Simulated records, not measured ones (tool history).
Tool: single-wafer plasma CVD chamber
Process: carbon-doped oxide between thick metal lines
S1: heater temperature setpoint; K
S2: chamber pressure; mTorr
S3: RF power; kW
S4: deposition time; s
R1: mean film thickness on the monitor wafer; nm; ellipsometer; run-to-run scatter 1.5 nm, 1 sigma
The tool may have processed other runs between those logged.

run 1 hour=0.0 | S1=633.15 S2=6770 S3=0.660 S4=100 | R1=622.68
run 2 hour=7.8 | S1=633.15 S2=6770 S3=0.660 S4=100 | R1=621.08
run 3 hour=8.7 | S1=633.15 S2=7850 S3=0.660 S4=100 | R1=628.10
run 4 hour=11.9 | S1=636.15 S2=7610 S3=0.630 S4=100 | R1=606.93
-- hour=16.3 capacitance manometer re-zeroed and calibrated
run 5 hour=16.3 | S1=638.15 S2=7370 S3=0.610 S4=100 | R1=593.50
run 6 hour=21.6 | S1=644.15 S2=7370 S3=0.610 S4=100 | R1=584.17
run 7 hour=29.7 | S1=646.15 S2=7190 S3=0.595 S4=100 | R1=572.95
run 8 hour=32.1 | S1=647.15 S2=7020 S3=0.585 S4=100 | R1=566.68
run 9 hour=34.5 | S1=648.15 S2=6900 S3=0.575 S4=100 | R1=560.20
run 10 hour=43.0 | S1=649.15 S2=6810 S3=0.570 S4=100 | R1=555.33

Run 11 has not been measured yet. What should we expect?
run 11 hour=45.8 | S1=650.15 S2=6720 S3=0.565 S4=100 | R1=?

R1: 552.76 nm
